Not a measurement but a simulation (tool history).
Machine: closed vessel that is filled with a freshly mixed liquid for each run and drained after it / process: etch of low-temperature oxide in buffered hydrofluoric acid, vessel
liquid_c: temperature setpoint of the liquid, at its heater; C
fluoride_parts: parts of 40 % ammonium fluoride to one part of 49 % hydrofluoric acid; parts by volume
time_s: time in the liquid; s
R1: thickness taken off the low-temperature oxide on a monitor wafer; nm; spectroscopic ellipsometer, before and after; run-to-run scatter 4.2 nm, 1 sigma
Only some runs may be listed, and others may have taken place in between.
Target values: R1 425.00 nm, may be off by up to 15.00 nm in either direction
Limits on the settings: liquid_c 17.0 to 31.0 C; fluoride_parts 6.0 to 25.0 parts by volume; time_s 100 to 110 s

run 1 hour=0.0 | liquid_c=23.0 fluoride_parts=15.5 time_s=100 | R1=348.68
run 2 hour=2.9 | liquid_c=23.5 fluoride_parts=15.5 time_s=100 | R1=353.33
run 3 hour=4.4 | liquid_c=24.0 fluoride_parts=15.5 time_s=100 | R1=358.32
run 4 hour=5.3 | liquid_c=21.0 fluoride_parts=15.5 time_s=100 | R1=311.91
run 5 hour=11.4 | liquid_c=21.0 fluoride_parts=18.0 time_s=100 | R1=268.66
run 6 hour=16.6 | liquid_c=21.0 fluoride_parts=20.0 time_s=100 | R1=239.95
run 7 hour=18.0 | liquid_c=23.0 fluoride_parts=19.5 time_s=100 | R1=274.01
run 8 hour=21.1 | liquid_c=24.5 fluoride_parts=19.5 time_s=100 | R1=301.65
run 9 hour=24.2 | liquid_c=24.5 fluoride_parts=19.5 time_s=100 | R1=292.48
run 10 hour=32.8 | liquid_c=26.0 fluoride_parts=19.0 time_s=100 | R1=334.07
run 11 hour=41.1 | liquid_c=27.0 fluoride_parts=19.0 time_s=100 | R1=350.51

Exercise: of the 4 proposed moves below, exactly one satisfies all targets within the stated allowed misses. Which move is it?
run A hour=49.4 | liquid_c=28.5 fluoride_parts=19.5 time_s=100 | R1=?
run B hour=49.4 | liquid_c=28.5 fluoride_parts=18.0 time_s=105 | R1=?
run C hour=49.4 | liquid_c=29.0 fluoride_parts=16.5 time_s=105 | R1=?
run D hour=49.4 | liquid_c=29.5 fluoride_parts=20.5 time_s=100 | R1=?

move=A R1=370.11
move=B R1=420.45
move=C R1=470.29
move=D R1=374.31
A: better than the last run, though not everything is in spec
B: every result lands within tolerance
C: moves the result that the last run missed by most past its target, out the other side
D: better than the last run, though not everything is in spec
B meets every target.

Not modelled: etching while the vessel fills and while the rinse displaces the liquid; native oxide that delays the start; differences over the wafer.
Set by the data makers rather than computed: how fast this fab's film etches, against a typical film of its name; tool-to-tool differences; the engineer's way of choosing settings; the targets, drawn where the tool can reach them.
